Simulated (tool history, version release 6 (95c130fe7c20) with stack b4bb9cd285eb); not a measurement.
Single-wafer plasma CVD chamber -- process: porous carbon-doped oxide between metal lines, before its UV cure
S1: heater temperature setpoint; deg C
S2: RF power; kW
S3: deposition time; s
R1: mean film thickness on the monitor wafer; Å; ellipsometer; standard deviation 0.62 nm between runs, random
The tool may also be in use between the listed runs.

run 1 day=0 | S1=325 S2=0.43 S3=43.7 | R1=1769
run 2 day=0.133 | S1=325 S2=0.43 S3=43.7 | R1=1768.8
run 3 day=0.421 | S1=320 S2=0.43 S3=43.7 | R1=1823.6
run 4 day=0.788 | S1=320 S2=0.4 S3=43.7 | R1=1744
run 5 day=1.096 | S1=320 S2=0.4 S3=43.7 | R1=1741.4
run 6 day=1.158 | S1=320 S2=0.4 S3=45.1 | R1=1809.1
run 7 day=1.208 | S1=328 S2=0.395 S3=45.1 | R1=1710.7
run 8 day=1.421 | S1=333 S2=0.395 S3=45.1 | R1=1663.3
run 9 day=1.671 | S1=337 S2=0.395 S3=45.1 | R1=1639.8
run 10 day=1.896 | S1=340 S2=0.395 S3=45.1 | R1=1592.4

Run 11 comes next. What will it give?
run 11 day=2.079 | S1=340 S2=0.395 S3=45.1 | R1=?

{"run 11": {"R1": 1604.5}}
